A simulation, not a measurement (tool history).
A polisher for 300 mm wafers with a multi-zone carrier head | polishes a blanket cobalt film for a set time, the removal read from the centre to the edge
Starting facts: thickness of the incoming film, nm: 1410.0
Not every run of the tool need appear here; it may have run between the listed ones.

run,hour,flow of slurry (ml/min),pressure of the head's centre zone,pressure of the head's middle zone,pressure of the head's edge zone,polishing time (s),film removed at the wafer's centre (angstrom),film removed at mid-radius (angstrom),film removed at the wafer's edge (angstrom)
1,0,225,1,1,1,53,2015.2,2038.1,2061.7
2,3.4,210,0.95,0.99,0.98,49,1737.2,1827.7,1894
3,5,210,0.95,1.02,0.98,49,1743.7,1877,1877
4,12.3,210,0.95,0.97,0.98,49,1768.6,1800,1870.1
5,14.2,195,0.91,0.99,0.96,46,1553.1,1722.5,1757.6
6,16.4,185,0.88,0.98,0.93,44,1431.1,1605.8,1632.1
7,18.9,175,0.86,0.98,0.92,43,1361,1587.4,1583.1
8,24.3,145,0.81,0.94,0.88,39,1113.9,1337.8,1366.6

Predict the results of run 9:
9,32.8,160,0.81,0.95,0.89,39,?,?,?

Run 9 gave film removed at the wafer's centre (angstrom) 1149.9, film removed at mid-radius (angstrom) 1346.6, film removed at the wafer's edge (angstrom) 1394.6.
